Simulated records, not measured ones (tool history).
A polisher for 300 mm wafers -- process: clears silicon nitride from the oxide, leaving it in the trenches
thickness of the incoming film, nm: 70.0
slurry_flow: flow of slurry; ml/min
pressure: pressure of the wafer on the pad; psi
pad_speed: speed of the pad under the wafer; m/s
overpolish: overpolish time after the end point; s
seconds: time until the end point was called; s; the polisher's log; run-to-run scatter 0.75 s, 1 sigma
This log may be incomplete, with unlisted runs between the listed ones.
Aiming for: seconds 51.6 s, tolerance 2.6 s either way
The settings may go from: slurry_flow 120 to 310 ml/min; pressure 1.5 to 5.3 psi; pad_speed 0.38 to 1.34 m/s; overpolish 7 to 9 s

Run 1, hour 0: slurry_flow 200 ml/min, pressure 3.4 psi, pad_speed 0.86 m/s, overpolish 9 s. Result: seconds 88.878 s.
Run 2, hour 5.9: slurry_flow 200 ml/min, pressure 3.9 psi, pad_speed 0.88 m/s, overpolish 9 s. Result: seconds 78.959 s.
Run 3, hour 12.5: slurry_flow 200 ml/min, pressure 3.9 psi, pad_speed 0.88 m/s, overpolish 7 s. Result: seconds 77.651 s.
Run 4, hour 19.3: slurry_flow 200 ml/min, pressure 3.9 psi, pad_speed 1.04 m/s, overpolish 7 s. Result: seconds 67.042 s.
Run 5, hour 24.5: slurry_flow 200 ml/min, pressure 4.2 psi, pad_speed 1.04 m/s, overpolish 7 s. Result: seconds 62.88 s.
Run 6, hour 25.5: slurry_flow 235 ml/min, pressure 4.2 psi, pad_speed 1.04 m/s, overpolish 7 s. Result: seconds 61.015 s.
Run 7, hour 30.1: slurry_flow 235 ml/min, pressure 4.4 psi, pad_speed 1.04 m/s, overpolish 7 s. Result: seconds 58.276 s.
Run 8, hour 33.3: slurry_flow 235 ml/min, pressure 4.5 psi, pad_speed 1.04 m/s, overpolish 7 s. Result: seconds 57.674 s.

Next run, 4 choices. One meets every target within its allowed miss, the rest don't. Which?
Run A, hour 36.5: slurry_flow 200 ml/min, pressure 5 psi, pad_speed 0.94 m/s, overpolish 7 s. Result: seconds ?.
Run B, hour 36.5: slurry_flow 270 ml/min, pressure 5.3 psi, pad_speed 0.9 m/s, overpolish 9 s. Result: seconds ?.
Run C, hour 36.5: slurry_flow 255 ml/min, pressure 4.1 psi, pad_speed 1.26 m/s, overpolish 9 s. Result: seconds ?.
Run D, hour 36.5: slurry_flow 250 ml/min, pressure 4.7 psi, pad_speed 1.02 m/s, overpolish 8 s. Result: seconds ?.

move  seconds
   A   58.197
   B   56.197
   C   51.013
   D   55.718
A: lands further from the targets than the last run did
B: an improvement on the last run, though not all results are within tolerance
C: each result inside its tolerance
D: an improvement on the last run, though not all results are within tolerance
Move C is the one to make.

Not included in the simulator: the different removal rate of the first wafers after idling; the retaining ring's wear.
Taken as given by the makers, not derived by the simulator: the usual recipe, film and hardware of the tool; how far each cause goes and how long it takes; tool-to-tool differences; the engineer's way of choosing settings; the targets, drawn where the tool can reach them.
